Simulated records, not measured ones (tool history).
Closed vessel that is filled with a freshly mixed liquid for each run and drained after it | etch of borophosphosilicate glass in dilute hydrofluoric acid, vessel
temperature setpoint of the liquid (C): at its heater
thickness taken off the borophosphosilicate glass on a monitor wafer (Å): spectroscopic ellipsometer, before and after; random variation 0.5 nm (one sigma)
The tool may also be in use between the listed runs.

run,hour,temperature setpoint of the liquid (C),parts of water to one part of 49 % hydrofluoric acid (parts by volume),time in the liquid (s),thickness taken off the borophosphosilicate glass on a monitor wafer (Å)
1,0,24,260,95,161.99
2,8.7,25.5,220,95,210.02
3,15.4,26.5,190,95,260.07
4,17.7,26.5,250,95,183.45
5,22.7,27.5,215,95,230.95
6,31.1,27.5,150,95,349.61
7,38.7,28.5,140,95,404.68
8,41.6,29,140,95,407.03
9,50,29.5,135,95,438.57
10,57.9,30,135,95,446.89
11,61,30.5,135,95,453.62
# hour 69.5: thermometer replaced
12,69.5,31,135,95,432.61
13,75.7,31.5,95,95,661.78

Run 14 comes next. What will it give?
14,78.1,30.5,95,95,?

thickness taken off the borophosphosilicate glass on a monitor wafer (Å): 632.33

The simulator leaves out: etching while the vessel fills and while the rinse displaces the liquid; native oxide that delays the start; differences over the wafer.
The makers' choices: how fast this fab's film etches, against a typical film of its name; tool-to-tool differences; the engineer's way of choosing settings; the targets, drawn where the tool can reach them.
